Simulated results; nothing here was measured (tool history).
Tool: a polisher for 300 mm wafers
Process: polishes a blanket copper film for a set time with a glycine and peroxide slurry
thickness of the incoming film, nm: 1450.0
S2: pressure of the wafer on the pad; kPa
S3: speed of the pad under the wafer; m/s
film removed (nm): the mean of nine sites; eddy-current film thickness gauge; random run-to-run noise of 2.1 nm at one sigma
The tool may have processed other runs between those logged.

Run 1, day 0: flow of slurry (ml/min) 155, S2 18.6 kPa, S3 0.78 m/s, polishing time (s) 61. Result: film removed (nm) 311.03.
Run 2, day 0.35: flow of slurry (ml/min) 150, S2 16.5 kPa, S3 0.76 m/s, polishing time (s) 61. Result: film removed (nm) 279.64.
Run 3, day 0.404: flow of slurry (ml/min) 150, S2 12.4 kPa, S3 0.76 m/s, polishing time (s) 61. Result: film removed (nm) 254.43.
Run 4, day 0.5: flow of slurry (ml/min) 145, S2 11.7 kPa, S3 0.72 m/s, polishing time (s) 61. Result: film removed (nm) 232.17.
Run 5, day 0.796: flow of slurry (ml/min) 140, S2 11 kPa, S3 0.7 m/s, polishing time (s) 61. Result: film removed (nm) 225.09.
Run 6, day 0.962: flow of slurry (ml/min) 160, S2 11 kPa, S3 0.7 m/s, polishing time (s) 61. Result: film removed (nm) 229.02.
Run 7, day 1.012: flow of slurry (ml/min) 155, S2 10.3 kPa, S3 0.68 m/s, polishing time (s) 61. Result: film removed (nm) 215.61.
Run 8, day 1.117: flow of slurry (ml/min) 155, S2 10.3 kPa, S3 0.66 m/s, polishing time (s) 61. Result: film removed (nm) 212.02.

Predict the results of run 9:
Run 9, day 1.388: flow of slurry (ml/min) 155, S2 10.3 kPa, S3 0.64 m/s, polishing time (s) 61. Result: film removed (nm) ?.

Run 9 produced film removed (nm) 205.16.

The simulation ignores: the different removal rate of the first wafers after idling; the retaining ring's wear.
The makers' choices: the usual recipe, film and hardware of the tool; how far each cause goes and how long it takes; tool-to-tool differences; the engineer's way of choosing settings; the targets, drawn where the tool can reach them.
